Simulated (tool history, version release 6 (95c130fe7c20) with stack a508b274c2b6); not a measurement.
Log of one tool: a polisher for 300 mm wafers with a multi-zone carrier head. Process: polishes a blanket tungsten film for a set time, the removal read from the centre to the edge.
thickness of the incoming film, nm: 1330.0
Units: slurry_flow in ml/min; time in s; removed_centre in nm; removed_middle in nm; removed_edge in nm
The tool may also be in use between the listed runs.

{"run": 1, "day": 0.0, "slurry_flow": 305, "centre_zone": 1.0, "middle_zone": 1.0, "edge_zone": 1.0, "slurry_solids": 1.0, "time": 55, "removed_centre": 447.83, "removed_middle": 430.88, "removed_edge": 450.96}
{"run": 2, "day": 0.329, "slurry_flow": 305, "centre_zone": 1.0, "middle_zone": 1.0, "edge_zone": 1.0, "slurry_solids": 1.0, "time": 64, "removed_centre": 511.21, "removed_middle": 504.07, "removed_edge": 525.22}
{"run": 3, "day": 0.554, "slurry_flow": 305, "centre_zone": 1.0, "middle_zone": 1.0, "edge_zone": 1.06, "slurry_solids": 1.0, "time": 64, "removed_centre": 491.19, "removed_middle": 519.78, "removed_edge": 535.44}
{"run": 4, "day": 0.896, "slurry_flow": 370, "centre_zone": 1.0, "middle_zone": 1.0, "edge_zone": 1.06, "slurry_solids": 1.0, "time": 64, "removed_centre": 510.99, "removed_middle": 501.35, "removed_edge": 545.93}
{"run": 5, "day": 1.038, "slurry_flow": 370, "centre_zone": 1.0, "middle_zone": 1.04, "edge_zone": 1.06, "slurry_solids": 1.0, "time": 64, "removed_centre": 506.16, "removed_middle": 526.14, "removed_edge": 547.12}
{"run": 6, "day": 1.321, "slurry_flow": 375, "centre_zone": 1.02, "middle_zone": 1.04, "edge_zone": 1.06, "slurry_solids": 1.0, "time": 64, "removed_centre": 509.76, "removed_middle": 525.39, "removed_edge": 549.19}
{"run": 7, "day": 1.575, "slurry_flow": 380, "centre_zone": 1.04, "middle_zone": 1.04, "edge_zone": 1.05, "slurry_solids": 1.05, "time": 64, "removed_centre": 546.12, "removed_middle": 523.36, "removed_edge": 555.05}

Forecast run 8:
{"run": 8, "day": 1.829, "slurry_flow": 380, "centre_zone": 1.05, "middle_zone": 1.04, "edge_zone": 1.05, "slurry_solids": 1.05, "time": 64, "removed_centre": "?", "removed_middle": "?", "removed_edge": "?"}

Run 8 gave removed_centre 550.40 nm, removed_middle 531.22 nm, removed_edge 551.15 nm.

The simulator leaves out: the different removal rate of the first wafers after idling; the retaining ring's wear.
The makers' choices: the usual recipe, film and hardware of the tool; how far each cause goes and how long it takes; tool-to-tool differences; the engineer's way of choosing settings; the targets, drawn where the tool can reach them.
